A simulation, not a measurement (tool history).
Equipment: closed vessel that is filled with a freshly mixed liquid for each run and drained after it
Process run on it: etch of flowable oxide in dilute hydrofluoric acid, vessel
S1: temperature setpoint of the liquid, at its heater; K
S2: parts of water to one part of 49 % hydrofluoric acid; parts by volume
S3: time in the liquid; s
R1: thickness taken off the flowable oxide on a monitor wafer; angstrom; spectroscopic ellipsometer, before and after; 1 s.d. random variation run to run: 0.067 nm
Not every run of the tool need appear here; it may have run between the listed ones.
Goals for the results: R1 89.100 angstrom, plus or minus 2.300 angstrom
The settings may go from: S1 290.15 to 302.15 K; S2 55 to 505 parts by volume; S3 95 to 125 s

run	day	S1	S2	S3	R1
1	0.000	294.15	280	125	69.022
2	0.350	295.65	280	125	72.465
3	0.371	298.65	280	125	79.671
4	0.708	296.15	280	125	73.299
5	1.025	296.15	280	125	73.381
6	1.154	297.65	280	125	78.906
7	1.238	297.65	280	125	78.274
8	1.438	298.65	280	125	81.164
9	1.717	299.15	280	125	82.498
10	1.862	299.65	280	125	83.284
11	1.929	300.15	280	125	84.835
12	1.975	300.65	280	125	86.966

Below are 4 possible settings for the next run. Only one of them brings all results inside the allowed miss of their targets. Which is it?
A	2.021	299.15	265	125	?
B	2.021	299.15	275	125	?
C	2.021	301.15	290	125	?
D	2.021	300.15	285	125	?

move	R1
A	87.348
B	83.298
C	83.193
D	82.298
A: every result within its allowed miss
B: lands further from the targets than the last run did
C: lands further from the targets than the last run did
D: lands further from the targets than the last run did
Move A is the one to make.

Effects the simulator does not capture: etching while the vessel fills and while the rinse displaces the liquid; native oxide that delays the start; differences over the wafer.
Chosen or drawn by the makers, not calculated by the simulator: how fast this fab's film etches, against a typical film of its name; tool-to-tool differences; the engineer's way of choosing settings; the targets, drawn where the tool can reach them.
